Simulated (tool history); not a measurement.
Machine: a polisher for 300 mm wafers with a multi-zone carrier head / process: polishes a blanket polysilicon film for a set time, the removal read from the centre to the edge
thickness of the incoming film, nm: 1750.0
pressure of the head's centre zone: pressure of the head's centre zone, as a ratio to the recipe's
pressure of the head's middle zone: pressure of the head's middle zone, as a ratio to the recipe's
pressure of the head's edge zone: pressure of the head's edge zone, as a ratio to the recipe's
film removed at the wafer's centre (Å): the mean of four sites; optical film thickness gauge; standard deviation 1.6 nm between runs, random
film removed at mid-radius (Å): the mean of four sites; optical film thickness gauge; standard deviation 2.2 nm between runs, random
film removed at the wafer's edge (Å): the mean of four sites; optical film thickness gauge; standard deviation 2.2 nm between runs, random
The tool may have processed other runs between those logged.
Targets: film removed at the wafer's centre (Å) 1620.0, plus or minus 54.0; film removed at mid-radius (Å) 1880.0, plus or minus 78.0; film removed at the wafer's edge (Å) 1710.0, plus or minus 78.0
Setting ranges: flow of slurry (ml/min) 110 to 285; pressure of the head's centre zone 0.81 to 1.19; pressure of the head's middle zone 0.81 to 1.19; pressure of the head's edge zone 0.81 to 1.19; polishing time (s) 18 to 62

run	hour	flow of slurry (ml/min)	pressure of the head's centre zone	pressure of the head's middle zone	pressure of the head's edge zone	polishing time (s)	film removed at the wafer's centre (Å)	film removed at mid-radius (Å)	film removed at the wafer's edge (Å)
1	0.0	180	1.00	1.00	1.00	40	1941.8	1954.1	1896.4
2	7.5	180	1.00	1.00	1.05	40	1996.6	1892.7	1999.1
3	12.5	180	1.00	1.00	1.09	40	1959.0	1950.0	2031.0
4	16.3	135	1.00	1.00	1.09	40	1848.3	1811.1	1887.1
5	18.5	135	1.00	1.06	1.09	40	1864.4	1911.9	1866.5
6	25.8	135	1.00	1.10	1.09	40	1872.8	1941.7	1944.0
7	28.2	130	0.99	1.10	1.07	40	1817.9	1969.8	1891.8
8	32.7	130	0.98	1.10	1.06	40	1849.7	1963.5	1873.0
9	33.8	130	0.97	1.10	1.06	40	1807.8	1943.7	1864.7
10	40.9	130	0.96	1.10	1.05	40	1779.2	1956.9	1858.2
11	49.7	130	0.95	1.10	1.04	40	1753.6	1927.4	1814.6

5 next moves are on the table. One of them brings every result within its allowed miss. Which?
A	58.5	125	0.87	1.14	1.18	43	?	?	?
B	58.5	145	0.97	1.07	0.97	38	?	?	?
C	58.5	125	1.06	1.03	0.97	40	?	?	?
D	58.5	110	0.96	1.17	1.00	38	?	?	?
E	58.5	110	1.06	0.98	0.99	42	?	?	?

move	film removed at the wafer's centre (Å)	film removed at mid-radius (Å)	film removed at the wafer's edge (Å)
A	1747.8	2107.2	2164.8
B	1773.3	1837.6	1786.0
C	1958.9	1824.9	1839.3
D	1636.4	1839.0	1731.2
E	1984.8	1795.8	1908.7
A: further off than the last run
B: further off than the last run
C: further off than the last run
D: every result within its allowed miss
E: further off than the last run
The right move is D.
